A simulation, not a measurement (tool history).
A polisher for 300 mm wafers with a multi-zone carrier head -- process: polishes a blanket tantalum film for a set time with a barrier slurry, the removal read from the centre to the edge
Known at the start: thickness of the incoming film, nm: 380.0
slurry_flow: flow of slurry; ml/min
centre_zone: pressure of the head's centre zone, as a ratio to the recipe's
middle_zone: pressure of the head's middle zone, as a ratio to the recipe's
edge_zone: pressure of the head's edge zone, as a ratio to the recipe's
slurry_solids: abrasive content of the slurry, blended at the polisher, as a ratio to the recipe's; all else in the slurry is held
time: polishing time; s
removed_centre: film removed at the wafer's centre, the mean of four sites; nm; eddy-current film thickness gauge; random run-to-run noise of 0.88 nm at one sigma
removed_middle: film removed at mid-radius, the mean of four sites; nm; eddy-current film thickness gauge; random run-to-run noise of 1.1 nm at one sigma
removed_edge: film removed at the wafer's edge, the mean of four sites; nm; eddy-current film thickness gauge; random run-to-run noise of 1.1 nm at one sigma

Run 1, hour 0: slurry_flow 295 ml/min, centre_zone 1, middle_zone 1, edge_zone 1, slurry_solids 1, time 69 s. Result: removed_centre 111.41 nm, removed_middle 113.64 nm, removed_edge 111.01 nm.
Run 2, hour 8: slurry_flow 295 ml/min, centre_zone 1.05, middle_zone 1, edge_zone 1, slurry_solids 1, time 69 s. Result: removed_centre 116.31 nm, removed_middle 113.92 nm, removed_edge 110.93 nm.
Run 3, hour 16.2: slurry_flow 295 ml/min, centre_zone 1.05, middle_zone 1, edge_zone 1.07, slurry_solids 1, time 69 s. Result: removed_centre 116.11 nm, removed_middle 116.93 nm, removed_edge 114.5 nm.
Run 4, hour 23.2: slurry_flow 295 ml/min, centre_zone 1.04, middle_zone 1.01, edge_zone 1.06, slurry_solids 0.95, time 68 s. Result: removed_centre 109.6 nm, removed_middle 112.66 nm, removed_edge 112.24 nm.
Run 5, hour 24.2: slurry_flow 295 ml/min, centre_zone 1.04, middle_zone 1.01, edge_zone 1.06, slurry_solids 0.95, time 80 s. Result: removed_centre 132.38 nm, removed_middle 131.83 nm, removed_edge 132.02 nm.
Run 6, hour 30.3: slurry_flow 295 ml/min, centre_zone 1.04, middle_zone 1.02, edge_zone 1.04, slurry_solids 0.9, time 78 s. Result: removed_centre 125.67 nm, removed_middle 125.96 nm, removed_edge 126.06 nm.
Run 7, hour 36.4: slurry_flow 300 ml/min, centre_zone 1.04, middle_zone 1.04, edge_zone 1.02, slurry_solids 0.85, time 76 s. Result: removed_centre 121.96 nm, removed_middle 124.85 nm, removed_edge 122.85 nm.
Run 8, hour 42.6: slurry_flow 305 ml/min, centre_zone 1.04, middle_zone 1.05, edge_zone 1, slurry_solids 0.8, time 74 s. Result: removed_centre 117.94 nm, removed_middle 121.24 nm, removed_edge 113.78 nm.
Run 9, hour 48.2: slurry_flow 310 ml/min, centre_zone 1.03, middle_zone 1.05, edge_zone 0.99, slurry_solids 0.75, time 73 s. Result: removed_centre 111.81 nm, removed_middle 119.71 nm, removed_edge 110.14 nm.
Run 10, hour 53.3: slurry_flow 310 ml/min, centre_zone 1.03, middle_zone 1.05, edge_zone 0.99, slurry_solids 0.75, time 73 s. Result: removed_centre 113.58 nm, removed_middle 118.41 nm, removed_edge 111.71 nm.
Run 11, hour 53.9: slurry_flow 315 ml/min, centre_zone 0.95, middle_zone 1.05, edge_zone 0.89, slurry_solids 0.5, time 59 s. Result: removed_centre 76.265 nm, removed_middle 85.602 nm, removed_edge 76.198 nm.
Run 12, hour 60.9: slurry_flow 315 ml/min, centre_zone 0.95, middle_zone 1.05, edge_zone 0.9, slurry_solids 0.5, time 59 s. Result: removed_centre 75.359 nm, removed_middle 86.989 nm, removed_edge 76.244 nm.
Run 13, hour 63.8: slurry_flow 315 ml/min, centre_zone 0.96, middle_zone 1.05, edge_zone 0.91, slurry_solids 0.5, time 59 s. Result: removed_centre 77.458 nm, removed_middle 85.937 nm, removed_edge 78.166 nm.
Run 14, hour 72: slurry_flow 320 ml/min, centre_zone 0.96, middle_zone 1.06, edge_zone 0.91, slurry_solids 0.5, time 59 s. Result: removed_centre 77.274 nm, removed_middle 87.076 nm, removed_edge 78.023 nm.

Run 15 comes next. What will it give?
Run 15, hour 72.8: slurry_flow 325 ml/min, centre_zone 0.96, middle_zone 1.07, edge_zone 0.91, slurry_solids 0.5, time 59 s. Result: removed_centre ?, removed_middle ?, removed_edge ?.

Run 15 produced removed_centre 76.959 nm, removed_middle 86.909 nm, removed_edge 76.152 nm.
